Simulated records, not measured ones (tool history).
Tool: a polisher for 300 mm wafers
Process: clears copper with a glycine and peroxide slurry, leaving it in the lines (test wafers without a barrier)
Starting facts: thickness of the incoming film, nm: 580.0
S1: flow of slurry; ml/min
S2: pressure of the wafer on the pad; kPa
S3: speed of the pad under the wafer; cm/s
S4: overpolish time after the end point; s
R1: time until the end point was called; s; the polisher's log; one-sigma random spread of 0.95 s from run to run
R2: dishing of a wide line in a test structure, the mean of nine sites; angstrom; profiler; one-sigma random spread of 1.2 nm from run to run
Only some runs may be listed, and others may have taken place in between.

{"run": 1, "hour": 0.0, "S1": 125, "S2": 22.1, "S3": 96, "S4": 18, "R1": 112.69, "R2": 599.91}
{"run": 2, "hour": 1.1, "S1": 130, "S2": 22.8, "S3": 96, "S4": 17, "R1": 108.74, "R2": 567.2}
{"run": 3, "hour": 9.6, "S1": 135, "S2": 23.4, "S3": 96, "S4": 17, "R1": 104.47, "R2": 578.38}
{"run": 4, "hour": 15.6, "S1": 140, "S2": 24.1, "S3": 96, "S4": 17, "R1": 104.66, "R2": 607.39}
{"run": 5, "hour": 20.4, "S1": 125, "S2": 24.1, "S3": 96, "S4": 17, "R1": 105.16, "R2": 592.96}
{"run": 6, "hour": 25.4, "S1": 125, "S2": 24.1, "S3": 96, "S4": 23, "R1": 107.41, "R2": 755.54}
{"run": 7, "hour": 26.9, "S1": 130, "S2": 24.8, "S3": 96, "S4": 21, "R1": 102.15, "R2": 746.1}
{"run": 8, "hour": 31.8, "S1": 135, "S2": 25.5, "S3": 96, "S4": 19, "R1": 100.07, "R2": 685.01}
{"run": 9, "hour": 37.7, "S1": 135, "S2": 26.2, "S3": 96, "S4": 18, "R1": 99.08, "R2": 647.83}
{"run": 10, "hour": 39.2, "S1": 140, "S2": 26.9, "S3": 96, "S4": 17, "R1": 95.519, "R2": 653.09}

The next listed run, before its measurement:
{"run": 11, "hour": 47.7, "S1": 140, "S2": 27.6, "S3": 96, "S4": 16, "R1": "?", "R2": "?"}

{"run 11": {"R1": 94.657, "R2": 618.2}}
